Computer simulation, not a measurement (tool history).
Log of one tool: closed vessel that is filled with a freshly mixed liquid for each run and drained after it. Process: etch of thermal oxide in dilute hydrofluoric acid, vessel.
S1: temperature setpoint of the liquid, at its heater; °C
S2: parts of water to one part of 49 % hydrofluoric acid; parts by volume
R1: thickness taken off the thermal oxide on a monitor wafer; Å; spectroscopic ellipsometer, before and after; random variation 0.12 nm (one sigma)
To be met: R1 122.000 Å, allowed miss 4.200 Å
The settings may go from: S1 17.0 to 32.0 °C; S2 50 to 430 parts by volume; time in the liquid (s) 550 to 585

run 1 hour=0.0 | S1=24.0 S2=240 time_in_the_liquid_(s)=550 | R1=104.080
run 2 hour=4.4 | S1=25.0 S2=240 time_in_the_liquid_(s)=550 | R1=106.810
run 3 hour=12.5 | S1=25.0 S2=300 time_in_the_liquid_(s)=550 | R1=79.935
run 4 hour=20.3 | S1=25.0 S2=300 time_in_the_liquid_(s)=585 | R1=85.592
run 5 hour=23.3 | S1=26.5 S2=290 time_in_the_liquid_(s)=585 | R1=95.334
run 6 hour=30.2 | S1=26.5 S2=290 time_in_the_liquid_(s)=550 | R1=87.770
-- hour=35.9 hydrofluoric acid flow meter replaced
run 7 hour=35.9 | S1=28.0 S2=280 time_in_the_liquid_(s)=550 | R1=84.096
run 8 hour=40.7 | S1=24.0 S2=225 time_in_the_liquid_(s)=550 | R1=96.986
run 9 hour=44.3 | S1=24.0 S2=225 time_in_the_liquid_(s)=550 | R1=96.230
run 10 hour=50.6 | S1=26.0 S2=220 time_in_the_liquid_(s)=550 | R1=106.480
run 11 hour=51.4 | S1=26.5 S2=210 time_in_the_liquid_(s)=550 | R1=115.210
run 12 hour=60.3 | S1=27.0 S2=210 time_in_the_liquid_(s)=550 | R1=116.490

Which of these 5 next moves meets every target?
run A hour=69.2 | S1=25.5 S2=205 time_in_the_liquid_(s)=550 | R1=?
run B hour=69.2 | S1=26.5 S2=200 time_in_the_liquid_(s)=550 | R1=?
run C hour=69.2 | S1=26.0 S2=210 time_in_the_liquid_(s)=555 | R1=?
run D hour=69.2 | S1=27.5 S2=220 time_in_the_liquid_(s)=550 | R1=?
run E hour=69.2 | S1=27.5 S2=220 time_in_the_liquid_(s)=555 | R1=?

move=A R1=114.820
move=B R1=122.700
move=C R1=114.530
move=D R1=112.980
move=E R1=114.010
A: further off than the last run
B: meets every target
C: further off than the last run
D: further off than the last run
E: further off than the last run
The right move is B.
